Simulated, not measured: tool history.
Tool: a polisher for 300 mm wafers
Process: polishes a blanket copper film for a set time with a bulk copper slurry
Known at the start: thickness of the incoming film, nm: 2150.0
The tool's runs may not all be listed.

run  hour  flow of slurry (ml/min)  pressure of the wafer on the pad (psi)  speed of the pad under the wafer (cm/s)  abrasive content of the slurry  polishing time (s)  film removed (Å)
  1   0.0                      270                                     2.4                                      120                             1.0                  49            4782.6
  2   8.8                      270                                     2.4                                      102                             1.0                  49            4091.6
  3  10.9                      270                                     2.4                                      102                             0.8                  49            3883.8
  4  19.1                      270                                     2.4                                      102                             0.8                  52            4171.4
  5  25.9                      270                                     2.6                                      102                             0.8                  52            4452.3
  6  31.5                      330                                     2.6                                      102                             0.8                  52            4493.5
  7  35.5                      330                                     2.8                                      102                             0.8                  52            4759.2
  8  40.5                      330                                     3.0                                      102                             0.8                  52            5090.7
  9  46.1                      330                                     3.1                                      102                             0.8                  52            5220.9

Forecast run 10:
 10  52.5                      330                                     3.2                                      102                             0.8                  52                 ?

Run 10 gave film removed (Å) 5406.0.
